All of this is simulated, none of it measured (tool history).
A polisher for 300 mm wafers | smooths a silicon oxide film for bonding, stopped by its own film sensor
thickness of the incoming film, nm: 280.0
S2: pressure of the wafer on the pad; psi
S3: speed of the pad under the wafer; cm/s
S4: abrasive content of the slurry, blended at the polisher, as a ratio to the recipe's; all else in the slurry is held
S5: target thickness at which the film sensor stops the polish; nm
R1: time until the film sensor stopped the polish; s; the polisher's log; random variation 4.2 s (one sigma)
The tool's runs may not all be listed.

Run 1, hour 0.0: flow of slurry (ml/min) 230, S2 2.3 psi, S3 88 cm/s, S4 1.0, S5 192 nm. Result: R1 123.84 s.
Run 2, hour 5.6: flow of slurry (ml/min) 230, S2 2.0 psi, S3 86 cm/s, S4 1.0, S5 192 nm. Result: R1 136.34 s.
Run 3, hour 6.5: flow of slurry (ml/min) 230, S2 1.8 psi, S3 80 cm/s, S4 1.0, S5 192 nm. Result: R1 164.25 s.
Run 4, hour 12.2: flow of slurry (ml/min) 230, S2 2.3 psi, S3 80 cm/s, S4 1.0, S5 192 nm. Result: R1 130.53 s.
Run 5, hour 18.0: flow of slurry (ml/min) 230, S2 1.7 psi, S3 80 cm/s, S4 1.0, S5 192 nm. Result: R1 177.39 s.
Run 6, hour 24.2: flow of slurry (ml/min) 230, S2 1.6 psi, S3 80 cm/s, S4 1.0, S5 192 nm. Result: R1 185.90 s.
At hour 26.5: slurry blender recalibrated.
Run 7, hour 26.5: flow of slurry (ml/min) 230, S2 1.5 psi, S3 80 cm/s, S4 1.0, S5 192 nm. Result: R1 169.02 s.

Run 8 comes next. What will it give?
Run 8, hour 34.6: flow of slurry (ml/min) 230, S2 1.4 psi, S3 76 cm/s, S4 1.0, S5 192 nm. Result: R1 ?.

R1: 199.89 s
